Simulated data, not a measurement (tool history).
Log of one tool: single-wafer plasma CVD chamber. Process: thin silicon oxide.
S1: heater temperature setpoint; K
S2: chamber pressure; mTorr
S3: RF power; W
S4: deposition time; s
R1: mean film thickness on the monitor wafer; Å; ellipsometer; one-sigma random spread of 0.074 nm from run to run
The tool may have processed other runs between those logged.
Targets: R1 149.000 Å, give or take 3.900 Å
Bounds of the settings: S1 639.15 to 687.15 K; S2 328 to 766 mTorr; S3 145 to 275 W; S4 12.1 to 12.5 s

run  hour      S1   S2   S3    S4       R1
  1   0.0  663.15  547  210  12.1  118.830
  2   4.2  663.15  547  240  12.1  126.370
  3  12.4  663.15  464  240  12.1  109.090
  4  17.2  663.15  464  240  12.5  112.480
  5  20.8  663.15  398  240  12.5   98.193
  6  25.6  663.15  468  240  12.5  113.720
  7  32.8  663.15  514  240  12.5  122.800
  8  36.1  663.15  514  240  12.5  122.410
  9  37.4  663.15  550  240  12.5  129.110
 10  44.8  663.15  550  240  12.5  129.790
 11  51.4  663.15  577  240  12.5  134.960
 12  53.4  663.15  597  240  12.5  139.860
 13  61.4  663.15  610  240  12.5  141.120
 14  66.4  663.15  622  240  12.5  144.390

Which one of the following 5 next-run settings gets every result inside its allowed miss? There is exactly one.
  A  71.4  673.15  666  215  12.1   ?
  B  71.4  668.15  612  265  12.5   ?
  C  71.4  667.15  688  235  12.5   ?
  D  71.4  665.15  625  235  12.2   ?
  E  71.4  649.15  600  250  12.1   ?

move       R1
   A  141.320
   B  148.510
   C  156.540
   D  140.770
   E  140.040
A: its largest miss is bigger than the last run's
B: in spec on every target
C: moves the result that the last run missed by most past its target, out the other side
D: its largest miss is bigger than the last run's
E: its largest miss is bigger than the last run's
Answer: B

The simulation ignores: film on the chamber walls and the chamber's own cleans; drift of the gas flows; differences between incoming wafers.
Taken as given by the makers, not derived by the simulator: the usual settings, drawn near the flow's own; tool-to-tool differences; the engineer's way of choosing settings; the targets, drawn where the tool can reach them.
